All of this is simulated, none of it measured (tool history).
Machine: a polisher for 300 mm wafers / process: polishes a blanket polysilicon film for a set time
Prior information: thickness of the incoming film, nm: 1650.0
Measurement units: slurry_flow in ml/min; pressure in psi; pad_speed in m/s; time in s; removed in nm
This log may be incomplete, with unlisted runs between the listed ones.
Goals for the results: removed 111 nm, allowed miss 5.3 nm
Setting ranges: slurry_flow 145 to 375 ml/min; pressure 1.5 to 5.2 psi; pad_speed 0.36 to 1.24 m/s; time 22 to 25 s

run  hour  slurry_flow  pressure  pad_speed  time  removed
  1     0          240       3.3        0.8    25   179.34
  2     9          240       2.8        0.8    25   155.43
  3  15.8          240       2.5        0.8    25   138.53
  4  21.5          240       2.5        0.9    25   154.53
  5  25.2          240       2.5       0.98    25   167.27
  6  28.2          240       2.5       0.98    22   146.06
  7    37          240       1.5       0.96    22    88.43
  8  44.6          240       1.6       0.96    22   92.916
  9  45.2          240       1.7       0.96    22   96.761
 10  46.1          240       1.8       0.96    22   105.85

5 next moves are on the table. One of them brings every result within its allowed miss. Which?
  A    47          235       1.5          1    22        ?
  B    47          260       1.6       0.98    23        ?
  C    47          225       1.7       0.94    25        ?
  D    47          190       2.2       0.76    22        ?
  E    47          205       1.8       1.12    23        ?

move  removed
   A   91.056
   B   100.18
   C   109.06
   D   97.774
   E   124.34
A: the biggest miss grows against the last run
B: the biggest miss grows against the last run
C: every result within its allowed miss
D: the biggest miss grows against the last run
E: pushes the last run's worst result past its target
So the answer is move C, the one that meets all the targets.
